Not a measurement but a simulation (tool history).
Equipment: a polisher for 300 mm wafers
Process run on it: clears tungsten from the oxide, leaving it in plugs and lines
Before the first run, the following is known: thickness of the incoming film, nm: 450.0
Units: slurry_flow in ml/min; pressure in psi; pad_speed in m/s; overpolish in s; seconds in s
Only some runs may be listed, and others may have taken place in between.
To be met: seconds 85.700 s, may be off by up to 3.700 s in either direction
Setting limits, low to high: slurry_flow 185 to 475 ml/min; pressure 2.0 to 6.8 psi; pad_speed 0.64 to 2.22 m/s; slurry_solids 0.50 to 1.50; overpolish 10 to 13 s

| run | hour | slurry_flow | pressure | pad_speed | slurry_solids | overpolish | seconds |
|---|---|---|---|---|---|---|---|
| 1 | 0.0 | 305 | 4.4 | 1.42 | 1.00 | 13 | 68.606 |
| 2 | 3.0 | 305 | 4.4 | 1.78 | 1.00 | 13 | 54.682 |
| 3 | 3.8 | 305 | 4.4 | 1.98 | 1.00 | 13 | 50.449 |
| 4 | 7.0 | 305 | 4.4 | 1.98 | 0.85 | 13 | 50.828 |
| 5 | 13.7 | 305 | 4.1 | 1.98 | 0.85 | 13 | 54.337 |
|  | 22.2 | slurry blender recalibrated |
| 6 | 22.2 | 305 | 4.1 | 1.98 | 0.85 | 13 | 51.914 |
| 7 | 28.4 | 305 | 3.8 | 1.92 | 0.85 | 13 | 56.677 |
| 8 | 33.5 | 305 | 3.6 | 1.88 | 0.85 | 13 | 61.714 |
| 9 | 42.5 | 305 | 3.6 | 1.88 | 0.85 | 13 | 62.236 |
| 10 | 50.7 | 305 | 3.4 | 1.88 | 0.85 | 13 | 64.042 |
| 11 | 59.7 | 305 | 3.4 | 1.88 | 0.85 | 13 | 67.003 |
| 12 | 67.7 | 305 | 3.3 | 1.88 | 0.85 | 13 | 67.194 |
| 13 | 75.4 | 305 | 2.1 | 1.84 | 0.85 | 13 | 105.920 |
| 14 | 81.5 | 305 | 2.1 | 1.84 | 0.85 | 13 | 103.790 |
| 15 | 82.7 | 305 | 2.2 | 1.84 | 0.85 | 13 | 102.610 |
| 16 | 88.6 | 305 | 2.3 | 1.84 | 0.85 | 13 | 96.538 |
| 17 | 89.7 | 305 | 2.4 | 1.84 | 0.85 | 13 | 93.747 |

5 candidate next runs follow, results not yet known. Just one meets every target within its allowed miss. Identify it.
| A | 90.8 | 380 | 2.7 | 1.76 | 0.85 | 10 | ? |
| B | 90.8 | 285 | 2.8 | 1.48 | 0.65 | 13 | ? |
| C | 90.8 | 330 | 2.6 | 2.22 | 0.60 | 10 | ? |
| D | 90.8 | 320 | 2.9 | 1.92 | 0.70 | 10 | ? |
| E | 90.8 | 330 | 2.0 | 1.90 | 0.85 | 13 | ? |

| move | seconds |
|---|---|
| A | 84.606 |
| B | 103.140 |
| C | 74.215 |
| D | 75.745 |
| E | 105.470 |
A: hits every target within its allowed miss
B: moves away from the targets compared with the last run
C: carries the result that was furthest off beyond its target, to the other side
D: carries the result that was furthest off beyond its target, to the other side
E: moves away from the targets compared with the last run
The right move is A.
